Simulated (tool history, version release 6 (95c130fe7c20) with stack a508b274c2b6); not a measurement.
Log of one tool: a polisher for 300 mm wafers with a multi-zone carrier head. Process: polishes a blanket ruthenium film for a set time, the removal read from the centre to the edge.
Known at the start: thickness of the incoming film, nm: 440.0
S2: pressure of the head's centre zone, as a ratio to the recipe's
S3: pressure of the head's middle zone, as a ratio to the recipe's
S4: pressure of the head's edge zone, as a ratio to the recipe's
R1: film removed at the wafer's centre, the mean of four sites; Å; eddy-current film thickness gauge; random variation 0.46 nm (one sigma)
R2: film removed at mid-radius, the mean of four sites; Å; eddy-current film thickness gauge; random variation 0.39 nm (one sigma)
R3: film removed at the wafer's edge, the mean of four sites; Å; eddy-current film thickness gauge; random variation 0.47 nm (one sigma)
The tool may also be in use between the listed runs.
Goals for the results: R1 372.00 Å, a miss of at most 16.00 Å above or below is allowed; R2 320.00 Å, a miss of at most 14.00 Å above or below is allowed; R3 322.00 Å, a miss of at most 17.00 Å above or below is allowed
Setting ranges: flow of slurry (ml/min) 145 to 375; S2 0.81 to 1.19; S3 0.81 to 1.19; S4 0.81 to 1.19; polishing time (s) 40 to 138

run 1 day=0.000 | flow_of_slurry_(ml/min)=240 S2=1.00 S3=1.00 S4=1.00 polishing_time_(s)=88 | R1=623.74 R2=685.27 R3=615.57
run 2 day=0.317 | flow_of_slurry_(ml/min)=215 S2=1.02 S3=0.94 S4=0.96 polishing_time_(s)=73 | R1=534.01 R2=519.85 R3=515.43
run 3 day=0.379 | flow_of_slurry_(ml/min)=195 S2=1.03 S3=0.94 S4=0.91 polishing_time_(s)=63 | R1=437.63 R2=452.60 R3=420.42
run 4 day=0.662 | flow_of_slurry_(ml/min)=195 S2=1.06 S3=0.91 S4=0.89 polishing_time_(s)=57 | R1=421.02 R2=393.63 R3=373.27
run 5 day=1.004 | flow_of_slurry_(ml/min)=195 S2=1.11 S3=0.91 S4=0.89 polishing_time_(s)=57 | R1=436.07 R2=383.90 R3=369.13
run 6 day=1.158 | flow_of_slurry_(ml/min)=195 S2=1.11 S3=0.91 S4=0.82 polishing_time_(s)=57 | R1=439.40 R2=397.76 R3=369.62
run 7 day=1.512 | flow_of_slurry_(ml/min)=195 S2=1.11 S3=0.91 S4=0.82 polishing_time_(s)=57 | R1=429.67 R2=401.33 R3=358.60
run 8 day=1.588 | flow_of_slurry_(ml/min)=185 S2=1.10 S3=0.88 S4=0.83 polishing_time_(s)=55 | R1=418.46 R2=363.99 R3=349.63
run 9 day=1.646 | flow_of_slurry_(ml/min)=180 S2=1.05 S3=0.85 S4=0.82 polishing_time_(s)=47 | R1=337.79 R2=307.49 R3=300.19
run 10 day=1.842 | flow_of_slurry_(ml/min)=190 S2=1.06 S3=0.85 S4=0.84 polishing_time_(s)=47 | R1=338.98 R2=310.15 R3=297.06
run 11 day=2.167 | flow_of_slurry_(ml/min)=165 S2=1.08 S3=0.81 S4=0.85 polishing_time_(s)=56 | R1=393.45 R2=344.71 R3=354.13
run 12 day=2.312 | flow_of_slurry_(ml/min)=170 S2=1.08 S3=0.81 S4=0.84 polishing_time_(s)=54 | R1=395.54 R2=332.56 R3=346.58

Pick the move, out of 4, that brings all results within their allowed miss; only one does.
run A day=2.458 | flow_of_slurry_(ml/min)=200 S2=1.12 S3=0.81 S4=0.91 polishing_time_(s)=55 | R1=? R2=? R3=?
run B day=2.458 | flow_of_slurry_(ml/min)=170 S2=1.07 S3=0.81 S4=0.81 polishing_time_(s)=51 | R1=? R2=? R3=?
run C day=2.458 | flow_of_slurry_(ml/min)=160 S2=1.00 S3=0.81 S4=0.87 polishing_time_(s)=58 | R1=? R2=? R3=?
run D day=2.458 | flow_of_slurry_(ml/min)=265 S2=1.06 S3=0.90 S4=0.81 polishing_time_(s)=48 | R1=? R2=? R3=?

move=A R1=437.63 R2=347.75 R3=371.63
move=B R1=377.69 R2=314.30 R3=320.89
move=C R1=398.42 R2=353.67 R3=373.73
move=D R1=377.88 R2=342.04 R3=315.88
A: misses by more than the last run did
B: in spec on every target
C: misses by more than the last run did
D: gets the furthest-off result to its target, but another result is out of tolerance
B meets every target.

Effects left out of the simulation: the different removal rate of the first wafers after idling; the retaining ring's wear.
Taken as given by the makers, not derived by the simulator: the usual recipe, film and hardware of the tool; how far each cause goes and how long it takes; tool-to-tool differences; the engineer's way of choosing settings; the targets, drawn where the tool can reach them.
